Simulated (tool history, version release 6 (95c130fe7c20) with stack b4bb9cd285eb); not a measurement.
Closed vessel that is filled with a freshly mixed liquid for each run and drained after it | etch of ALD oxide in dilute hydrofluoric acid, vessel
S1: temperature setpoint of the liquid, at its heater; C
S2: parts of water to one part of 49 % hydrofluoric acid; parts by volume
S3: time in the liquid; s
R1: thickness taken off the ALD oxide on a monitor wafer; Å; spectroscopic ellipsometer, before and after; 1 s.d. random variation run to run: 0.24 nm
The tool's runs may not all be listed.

| run | hour | S1 | S2 | S3 | R1 |
|---|---|---|---|---|---|
| 1 | 0 | 24 | 210 | 165 | 202.05 |
| 2 | 5.6 | 26 | 210 | 165 | 218.47 |
| 3 | 8.2 | 26 | 210 | 165 | 218.96 |
| 4 | 13.8 | 26 | 210 | 165 | 217 |
| 5 | 17.8 | 27.5 | 210 | 165 | 230.16 |
| 6 | 20.3 | 27.5 | 210 | 165 | 232.09 |
| 7 | 23.3 | 28 | 205 | 165 | 241.71 |
| 8 | 25.2 | 28.5 | 200 | 165 | 255.68 |

What will run 9 give?
| 9 | 28.1 | 29 | 195 | 165 | ? |

{"run 9": {"R1": 265.84}}

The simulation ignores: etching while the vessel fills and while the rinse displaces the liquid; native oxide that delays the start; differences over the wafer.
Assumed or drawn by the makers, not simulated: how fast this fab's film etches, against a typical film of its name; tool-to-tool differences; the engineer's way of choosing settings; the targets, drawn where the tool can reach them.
